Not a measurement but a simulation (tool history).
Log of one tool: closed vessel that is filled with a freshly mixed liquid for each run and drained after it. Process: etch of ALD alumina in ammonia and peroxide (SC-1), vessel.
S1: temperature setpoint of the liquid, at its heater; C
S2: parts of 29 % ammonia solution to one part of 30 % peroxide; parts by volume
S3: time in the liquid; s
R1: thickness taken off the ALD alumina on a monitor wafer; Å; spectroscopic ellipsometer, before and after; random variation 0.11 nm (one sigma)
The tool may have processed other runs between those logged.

run	day	S1	S2	S3	R1
1	0	59	0.65	470	396.55
2	0.375	55	0.65	470	320.08
3	0.538	52.5	0.65	470	283.18
4	0.917	52.5	0.65	505	303.49
5	1.179	50.5	0.65	505	270.1
6	1.242	56.5	0.65	505	373.02
7	1.404	48.5	0.65	505	242.12
8	1.617	47.5	0.65	505	227.88
9	1.662	47	0.65	505	222.15

Run 10 comes next. What will it give?
10	1.738	46.5	0.65	505	?

{"run 10": {"R1": 214.91}}
